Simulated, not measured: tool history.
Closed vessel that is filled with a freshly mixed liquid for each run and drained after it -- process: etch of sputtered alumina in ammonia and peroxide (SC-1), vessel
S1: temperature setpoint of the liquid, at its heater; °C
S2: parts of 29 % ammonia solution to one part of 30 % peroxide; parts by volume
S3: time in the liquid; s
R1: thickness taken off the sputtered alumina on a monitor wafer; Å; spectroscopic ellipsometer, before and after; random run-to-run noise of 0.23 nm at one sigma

run  hour    S1    S2    S3      R1
  1   0.0  51.0  0.55  1565  523.04
  2   2.4  58.0  0.55  1565  764.83
  3   6.3  58.0  0.65  1565  761.57
  4  11.2  58.0  0.65  1565  763.27
  5  18.7  53.5  0.65  1565  600.55
  6  24.6  50.0  0.55  1565  488.57
  7  27.8  47.0  0.45  1565  404.54
  8  36.6  45.0  0.45  1565  361.38
  9  38.0  43.5  0.45  1565  332.69
 10  43.1  42.0  0.45  1565  308.82
 11  45.7  41.0  0.45  1565  289.91
 12  50.3  40.5  0.45  1565  282.07
 13  56.7  40.0  0.45  1565  272.55
 14  61.7  39.5  0.45  1565  264.08

Forecast run 15:
 15  64.9  39.0  0.45  1565   ?

R1: 253.18 Å

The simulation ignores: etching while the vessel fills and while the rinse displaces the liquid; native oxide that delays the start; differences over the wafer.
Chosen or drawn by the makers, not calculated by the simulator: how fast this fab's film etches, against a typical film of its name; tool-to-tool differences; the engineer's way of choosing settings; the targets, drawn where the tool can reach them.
